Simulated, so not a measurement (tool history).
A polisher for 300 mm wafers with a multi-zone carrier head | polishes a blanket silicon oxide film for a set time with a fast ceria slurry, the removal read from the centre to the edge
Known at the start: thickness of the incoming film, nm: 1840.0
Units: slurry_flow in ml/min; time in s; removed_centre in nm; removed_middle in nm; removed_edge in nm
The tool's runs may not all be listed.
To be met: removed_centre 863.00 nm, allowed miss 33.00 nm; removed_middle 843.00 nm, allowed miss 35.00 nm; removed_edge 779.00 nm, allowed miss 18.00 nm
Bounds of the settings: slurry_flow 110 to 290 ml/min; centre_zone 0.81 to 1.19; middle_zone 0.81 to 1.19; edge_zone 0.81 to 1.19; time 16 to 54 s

run  hour  slurry_flow  centre_zone  middle_zone  edge_zone  time  removed_centre  removed_middle  removed_edge
  1   0.0          185         1.00         1.00       1.00    35          719.06          737.05        681.64
  2   3.9          185         1.00         1.00       1.00    38          785.04          790.74        738.25
  3   5.7          195         1.01         1.00       1.01    38          804.27          805.84        743.31
  4  10.8          205         1.01         1.00       1.02    38          808.38          804.27        767.61
  5  13.6          205         1.01         1.08       1.02    38          804.08          849.30        752.55
  6  22.2          210         1.02         1.07       1.02    38          822.12          858.67        752.64
  7  24.8          215         1.03         1.06       1.03    38          837.54          834.49        769.55
  8  33.1          220         1.03         1.06       1.03    38          819.81          859.00        764.86

Which of these 5 next moves meets every target?
  A  41.4          210         1.00         1.13       1.08    37               ?               ?             ?
  B  41.4          230         0.98         1.02       1.01    38               ?               ?             ?
  C  41.4          215         1.16         1.09       0.99    37               ?               ?             ?
  D  41.4          190         1.10         1.09       1.01    37               ?               ?             ?
  E  41.4          240         1.08         1.05       1.07    38               ?               ?             ?

move  removed_centre  removed_middle  removed_edge
   A          770.39          859.55        759.55
   B          788.06          824.63        762.97
   C          879.77          837.57        730.00
   D          822.22          822.03        726.78
   E          862.63          847.83        787.92
A: further off than the last run
B: further off than the last run
C: brings the result that was furthest off to its target, and leaves another outside
D: further off than the last run
E: meets every target
Answer: E
